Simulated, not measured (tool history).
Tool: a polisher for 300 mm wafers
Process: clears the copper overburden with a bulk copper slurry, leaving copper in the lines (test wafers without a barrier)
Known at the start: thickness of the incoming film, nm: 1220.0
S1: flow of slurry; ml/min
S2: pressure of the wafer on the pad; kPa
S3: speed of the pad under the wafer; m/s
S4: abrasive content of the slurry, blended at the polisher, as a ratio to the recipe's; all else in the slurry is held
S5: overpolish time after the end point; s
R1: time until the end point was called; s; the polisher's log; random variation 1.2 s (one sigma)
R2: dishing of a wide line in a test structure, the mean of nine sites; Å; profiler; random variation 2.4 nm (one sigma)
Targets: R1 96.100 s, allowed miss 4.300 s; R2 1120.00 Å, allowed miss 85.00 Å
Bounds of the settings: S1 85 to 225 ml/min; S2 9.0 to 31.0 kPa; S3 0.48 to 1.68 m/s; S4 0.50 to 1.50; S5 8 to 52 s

run	hour	S1	S2	S3	S4	S5	R1	R2
1	0.0	145	20.0	1.08	1.00	26	118.880	1002.60
2	8.7	145	20.7	1.08	1.00	26	113.160	960.13
3	11.7	145	20.7	1.08	1.00	27	111.920	984.02
4	17.5	145	20.7	1.08	1.00	28	110.660	1043.50
5	24.7	150	22.1	1.08	1.00	28	105.500	1038.80
6	26.4	125	22.1	1.08	1.00	28	111.850	1043.20
7	27.5	130	22.1	1.08	1.00	28	109.320	1026.90
8	32.1	135	22.1	1.08	1.00	28	110.960	1061.30
9	39.2	135	22.1	1.08	1.00	28	106.630	1057.60
10	48.0	145	22.8	1.08	1.00	29	104.980	1052.30
# hour 55.1: head pressure recalibrated
11	55.1	150	24.1	1.08	1.00	31	109.110	1112.90
12	56.6	150	24.8	1.08	1.00	31	104.630	1090.80

4 next moves are on the table. One of them brings every result within its allowed miss. Which?
A	58.1	160	24.8	1.06	1.05	32	?	?
B	58.1	160	26.2	1.02	0.90	31	?	?
C	58.1	150	24.8	1.16	1.05	32	?	?
D	58.1	155	24.8	0.98	1.30	32	?	?

move	R1	R2
A	103.460	1090.70
B	107.600	1079.50
C	95.928	1111.90
D	105.120	1086.00
A: nearer than the last run, and not there yet
B: further off than the last run
C: meets every target
D: further off than the last run
The right move is C.
